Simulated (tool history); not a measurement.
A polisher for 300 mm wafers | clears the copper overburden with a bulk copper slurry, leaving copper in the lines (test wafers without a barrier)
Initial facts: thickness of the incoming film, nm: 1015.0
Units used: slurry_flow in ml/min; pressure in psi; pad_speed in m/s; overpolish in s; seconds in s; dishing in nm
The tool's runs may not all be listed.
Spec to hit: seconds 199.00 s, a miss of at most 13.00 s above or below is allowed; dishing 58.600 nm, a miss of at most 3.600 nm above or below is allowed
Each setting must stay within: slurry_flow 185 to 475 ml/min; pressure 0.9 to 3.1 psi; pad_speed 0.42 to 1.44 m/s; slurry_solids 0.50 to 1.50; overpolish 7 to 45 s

run,hour,slurry_flow,pressure,pad_speed,slurry_solids,overpolish,seconds,dishing
1,0.0,305,2.0,0.92,1.00,23,170.07,81.540
2,5.3,305,2.0,0.74,1.00,23,214.55,70.197
3,13.8,305,2.4,0.74,1.00,23,186.57,79.110
4,22.0,305,2.3,0.74,1.00,21,185.90,72.962
5,28.2,365,2.3,0.74,1.00,21,184.61,73.894
6,29.3,365,2.5,0.74,1.00,21,169.92,79.959
7,31.0,365,2.4,0.74,1.00,19,179.64,73.684
8,36.7,365,2.3,0.74,1.00,17,186.94,61.894

Exercise: of the 5 proposed moves below, exactly one satisfies all targets within the stated allowed misses. Which move is it?
A,42.4,360,2.2,0.64,1.10,19,?,?
B,42.4,405,2.5,0.66,0.90,16,?,?
C,42.4,475,1.7,1.12,1.15,14,?,?
D,42.4,365,2.9,0.74,0.65,14,?,?
E,42.4,305,2.5,0.76,1.10,16,?,?

move,seconds,dishing
A,225.23,62.684
B,199.65,60.891
C,164.22,61.454
D,165.65,64.360
E,170.34,69.045
A: takes the biggest miss from the last run beyond its target
B: in spec on every target
C: misses by more than the last run did
D: misses by more than the last run did
E: misses by more than the last run did
Go with B: it meets all targets.
